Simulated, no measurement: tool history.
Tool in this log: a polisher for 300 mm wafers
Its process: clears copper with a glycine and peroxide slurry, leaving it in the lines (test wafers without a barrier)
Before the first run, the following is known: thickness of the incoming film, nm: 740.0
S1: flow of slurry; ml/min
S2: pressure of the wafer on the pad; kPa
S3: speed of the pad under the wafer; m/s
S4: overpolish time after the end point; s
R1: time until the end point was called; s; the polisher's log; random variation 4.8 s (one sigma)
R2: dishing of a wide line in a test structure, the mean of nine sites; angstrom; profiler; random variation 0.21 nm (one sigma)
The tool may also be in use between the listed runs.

run	hour	S1	S2	S3	S4	R1	R2
1	0	120	23.4	1.16	23	126.03	903.66
2	2.1	115	22.1	1.08	21	136.13	765.81
3	4.6	110	20.7	1.02	19	153.29	645.63
4	5.9	85	20.7	1.02	19	160.08	633.98
5	9.8	85	19.3	0.96	18	179.46	553.56
6	14.3	85	21.4	0.96	18	163.77	587.51
7	22.5	85	20	0.9	17	180.49	522.08

Run 8 comes next. What will it give?
8	30.4	85	18.6	0.86	16	?	?

{"run 8": {"R1": 199.42, "R2": 453.56}}
